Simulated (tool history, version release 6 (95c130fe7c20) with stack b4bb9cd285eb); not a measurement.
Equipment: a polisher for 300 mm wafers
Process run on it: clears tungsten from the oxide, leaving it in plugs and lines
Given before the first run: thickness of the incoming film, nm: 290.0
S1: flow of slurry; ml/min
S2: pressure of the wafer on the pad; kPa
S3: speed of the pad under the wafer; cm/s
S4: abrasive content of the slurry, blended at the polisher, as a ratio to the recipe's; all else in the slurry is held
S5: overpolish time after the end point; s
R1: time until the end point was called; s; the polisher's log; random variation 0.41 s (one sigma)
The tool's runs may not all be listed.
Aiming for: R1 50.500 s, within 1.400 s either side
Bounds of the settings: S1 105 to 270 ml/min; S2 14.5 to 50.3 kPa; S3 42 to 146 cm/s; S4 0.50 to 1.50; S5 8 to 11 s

Run 1, hour 0.0: S1 175 ml/min, S2 32.4 kPa, S3 94 cm/s, S4 1.00, S5 11 s. Result: R1 63.137 s.
Run 2, hour 6.4: S1 175 ml/min, S2 32.4 kPa, S3 94 cm/s, S4 1.20, S5 11 s. Result: R1 61.154 s.
Run 3, hour 14.9: S1 175 ml/min, S2 32.4 kPa, S3 82 cm/s, S4 1.20, S5 11 s. Result: R1 67.607 s.
Run 4, hour 23.2: S1 175 ml/min, S2 32.4 kPa, S3 82 cm/s, S4 1.40, S5 11 s. Result: R1 65.210 s.
Run 5, hour 24.6: S1 180 ml/min, S2 34.5 kPa, S3 82 cm/s, S4 1.40, S5 11 s. Result: R1 60.976 s.
At hour 29.8: slurry nozzle cleaned.
Run 6, hour 29.8: S1 215 ml/min, S2 34.5 kPa, S3 82 cm/s, S4 1.40, S5 11 s. Result: R1 56.088 s.
Run 7, hour 38.2: S1 225 ml/min, S2 34.5 kPa, S3 82 cm/s, S4 1.40, S5 11 s. Result: R1 54.494 s.
Run 8, hour 43.3: S1 230 ml/min, S2 34.5 kPa, S3 82 cm/s, S4 1.40, S5 11 s. Result: R1 55.632 s.

Of the 5 settings listed for the next run, only one would bring every result within its allowed miss of target. Which one?
Run A, hour 48.4: S1 205 ml/min, S2 31.0 kPa, S3 110 cm/s, S4 1.50, S5 8 s. Result: R1 ?.
Run B, hour 48.4: S1 270 ml/min, S2 33.8 kPa, S3 106 cm/s, S4 1.25, S5 8 s. Result: R1 ?.
Run C, hour 48.4: S1 235 ml/min, S2 37.2 kPa, S3 90 cm/s, S4 1.45, S5 11 s. Result: R1 ?.
Run D, hour 48.4: S1 270 ml/min, S2 37.2 kPa, S3 90 cm/s, S4 1.50, S5 11 s. Result: R1 ?.
Run E, hour 48.4: S1 240 ml/min, S2 37.2 kPa, S3 88 cm/s, S4 1.25, S5 11 s. Result: R1 ?.

move      R1
   A  48.027
   B  46.564
   C  47.519
   D  46.437
   E  49.799
A: carries the result that was furthest off beyond its target, to the other side
B: carries the result that was furthest off beyond its target, to the other side
C: carries the result that was furthest off beyond its target, to the other side
D: carries the result that was furthest off beyond its target, to the other side
E: all results in spec
Correct choice: E, which meets every target
